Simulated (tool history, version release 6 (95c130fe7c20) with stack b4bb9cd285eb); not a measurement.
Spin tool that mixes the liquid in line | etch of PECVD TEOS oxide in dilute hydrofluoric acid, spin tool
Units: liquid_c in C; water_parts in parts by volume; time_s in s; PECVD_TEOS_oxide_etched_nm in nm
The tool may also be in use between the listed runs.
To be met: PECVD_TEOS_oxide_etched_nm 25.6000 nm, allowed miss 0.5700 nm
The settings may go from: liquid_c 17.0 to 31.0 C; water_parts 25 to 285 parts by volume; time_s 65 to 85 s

run 1 hour=0.0 | liquid_c=23.0 water_parts=155 time_s=85 | PECVD_TEOS_oxide_etched_nm=9.1838
run 2 hour=7.3 | liquid_c=24.0 water_parts=145 time_s=85 | PECVD_TEOS_oxide_etched_nm=10.2340
run 3 hour=12.9 | liquid_c=25.0 water_parts=135 time_s=85 | PECVD_TEOS_oxide_etched_nm=11.5190
run 4 hour=21.8 | liquid_c=25.0 water_parts=135 time_s=85 | PECVD_TEOS_oxide_etched_nm=11.5360
run 5 hour=26.6 | liquid_c=25.0 water_parts=160 time_s=85 | PECVD_TEOS_oxide_etched_nm=9.4629
run 6 hour=33.3 | liquid_c=25.5 water_parts=150 time_s=85 | PECVD_TEOS_oxide_etched_nm=10.3500
run 7 hour=36.0 | liquid_c=26.0 water_parts=140 time_s=85 | PECVD_TEOS_oxide_etched_nm=11.4350
-- hour=44.7 thermometer replaced
run 8 hour=44.7 | liquid_c=26.5 water_parts=130 time_s=85 | PECVD_TEOS_oxide_etched_nm=11.9130

Which of these 4 next moves meets every target?
run A hour=53.4 | liquid_c=27.0 water_parts=50 time_s=85 | PECVD_TEOS_oxide_etched_nm=?
run B hour=53.4 | liquid_c=23.0 water_parts=75 time_s=85 | PECVD_TEOS_oxide_etched_nm=?
run C hour=53.4 | liquid_c=28.0 water_parts=85 time_s=85 | PECVD_TEOS_oxide_etched_nm=?
run D hour=53.4 | liquid_c=26.0 water_parts=65 time_s=85 | PECVD_TEOS_oxide_etched_nm=?

move=A PECVD_TEOS_oxide_etched_nm=35.0600
move=B PECVD_TEOS_oxide_etched_nm=19.2300
move=C PECVD_TEOS_oxide_etched_nm=20.4220
move=D PECVD_TEOS_oxide_etched_nm=25.3730
A: takes the result that was furthest off past its target
B: nearer than the last run, and not there yet
C: nearer than the last run, and not there yet
D: meets every target
The right move is D.
